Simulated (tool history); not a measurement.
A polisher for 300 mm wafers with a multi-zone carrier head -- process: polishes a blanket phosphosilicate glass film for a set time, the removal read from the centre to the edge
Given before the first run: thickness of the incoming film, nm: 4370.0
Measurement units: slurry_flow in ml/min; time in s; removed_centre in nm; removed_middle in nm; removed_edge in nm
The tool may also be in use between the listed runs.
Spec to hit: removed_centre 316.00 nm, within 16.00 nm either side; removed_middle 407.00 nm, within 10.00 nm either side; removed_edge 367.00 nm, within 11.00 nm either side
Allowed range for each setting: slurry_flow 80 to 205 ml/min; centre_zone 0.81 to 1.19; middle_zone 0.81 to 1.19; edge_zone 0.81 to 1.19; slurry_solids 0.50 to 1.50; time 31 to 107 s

run,day,slurry_flow,centre_zone,middle_zone,edge_zone,slurry_solids,time,removed_centre,removed_middle,removed_edge
1,0.000,135,1.00,1.00,1.00,1.00,69,421.78,422.63,431.58
2,0.292,135,1.00,1.00,0.94,1.00,69,429.71,421.26,421.91
3,0.404,135,1.00,1.00,0.94,1.00,82,496.30,507.15,513.60
4,0.667,135,1.00,0.95,0.94,1.00,82,524.38,481.02,500.65
5,0.704,165,1.00,0.95,0.94,1.00,82,530.51,501.90,520.30
6,0.883,165,0.99,0.96,0.93,0.95,82,517.47,486.39,502.28
7,1.067,160,0.97,0.98,0.92,0.90,82,470.56,476.71,468.62
8,1.317,155,0.95,0.98,0.92,0.90,82,451.64,471.80,467.26
9,1.642,150,0.94,0.98,0.91,0.90,82,457.03,474.56,467.92
10,1.783,145,0.93,0.99,0.91,0.85,82,431.26,448.88,447.81
11,1.992,145,0.92,1.00,0.90,0.85,82,411.72,451.57,435.33
12,2.275,140,0.91,1.00,0.89,0.85,82,416.94,451.74,441.62
13,2.479,140,0.90,1.01,0.88,0.85,82,417.03,457.11,436.70
14,2.846,140,0.89,1.02,0.88,0.85,82,408.15,457.06,443.39
15,2.917,105,0.84,1.12,0.81,0.60,81,249.45,313.63,271.20
16,3.125,115,0.84,1.12,0.82,0.60,81,252.51,318.30,279.51
17,3.233,125,0.84,1.12,0.83,0.60,81,249.28,320.29,280.51
18,3.492,130,0.84,1.12,0.84,0.60,81,250.44,328.96,281.56
19,3.754,135,0.85,1.11,0.85,0.60,81,264.22,325.93,286.06
20,3.946,170,0.81,1.19,0.95,0.85,82,388.13,534.06,460.08
21,4.258,160,0.82,1.19,0.95,0.85,82,390.88,530.06,452.12
22,4.329,155,0.82,1.18,0.94,0.85,82,389.94,526.54,446.63
23,4.417,150,0.82,1.17,0.93,0.85,82,391.50,522.81,447.26
24,4.525,150,0.82,1.16,0.92,0.85,82,384.02,512.59,454.52
25,4.871,145,0.82,1.16,0.91,0.85,82,379.60,514.26,438.29
26,5.062,140,0.82,1.15,0.90,0.85,82,388.42,501.07,443.21
27,5.167,135,0.81,1.13,0.88,0.75,82,332.27,434.05,384.56
28,5.362,130,0.81,1.13,0.88,0.75,82,327.49,438.89,385.10
29,5.621,120,0.82,1.11,0.86,0.75,82,328.18,432.96,384.78

Which of these 5 next moves meets every target?
A,5.879,95,0.84,1.05,0.86,0.70,88,?,?,?
B,5.879,115,0.84,1.13,0.94,0.75,78,?,?,?
C,5.879,115,0.87,1.16,0.87,0.70,82,?,?,?
D,5.879,160,0.93,1.01,0.91,0.80,75,?,?,?
E,5.879,85,0.82,1.03,0.91,0.80,83,?,?,?

move,removed_centre,removed_middle,removed_edge
A,312.63,383.21,357.77
B,312.64,405.40,361.94
C,314.22,404.38,343.36
D,372.87,399.73,382.51
E,322.33,398.34,388.73
A: the result that was furthest off in the last run now lies on the other side of its target
B: all results land within tolerance of their targets
C: brings the result that was furthest off to its target, and leaves another outside
D: brings the result that was furthest off to its target, and leaves another outside
E: brings the result that was furthest off to its target, and leaves another outside
Answer: B

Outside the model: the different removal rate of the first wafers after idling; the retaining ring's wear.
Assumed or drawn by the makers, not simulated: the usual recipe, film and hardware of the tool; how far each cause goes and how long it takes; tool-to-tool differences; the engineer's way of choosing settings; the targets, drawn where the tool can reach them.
